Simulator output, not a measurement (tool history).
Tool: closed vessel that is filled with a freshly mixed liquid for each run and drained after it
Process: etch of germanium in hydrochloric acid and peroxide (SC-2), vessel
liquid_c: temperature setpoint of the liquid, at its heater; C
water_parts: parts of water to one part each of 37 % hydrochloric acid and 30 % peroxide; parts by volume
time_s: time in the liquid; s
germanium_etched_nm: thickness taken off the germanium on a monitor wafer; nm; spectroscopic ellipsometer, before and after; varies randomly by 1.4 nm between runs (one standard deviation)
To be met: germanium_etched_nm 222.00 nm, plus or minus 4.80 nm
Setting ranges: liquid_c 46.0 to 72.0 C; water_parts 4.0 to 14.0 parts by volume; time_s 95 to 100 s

run,hour,liquid_c,water_parts,time_s,germanium_etched_nm
1,0.0,62.0,7.5,95,273.65
2,8.3,68.0,7.5,95,325.30
3,16.5,72.0,7.5,95,362.80
4,25.8,68.0,7.5,95,327.46
5,31.6,63.5,7.5,95,286.50
6,40.5,63.5,6.0,95,291.72
7,48.6,60.5,6.0,95,267.22
8,50.7,58.5,6.0,95,250.88
9,55.3,57.0,6.0,95,240.02
10,59.4,56.0,6.0,95,234.04

Which of these 5 next moves meets every target?
A,63.5,54.5,4.0,100,?
B,63.5,56.0,7.0,95,?
C,63.5,55.5,9.0,95,?
D,63.5,58.0,7.0,95,?
E,63.5,57.0,6.0,100,?

move,germanium_etched_nm
A,236.84
B,230.00
C,221.62
D,244.37
E,252.10
A: further off than the last run
B: better than the last run, though not everything is in spec
C: hits every target within its allowed miss
D: further off than the last run
E: further off than the last run
C meets every target.
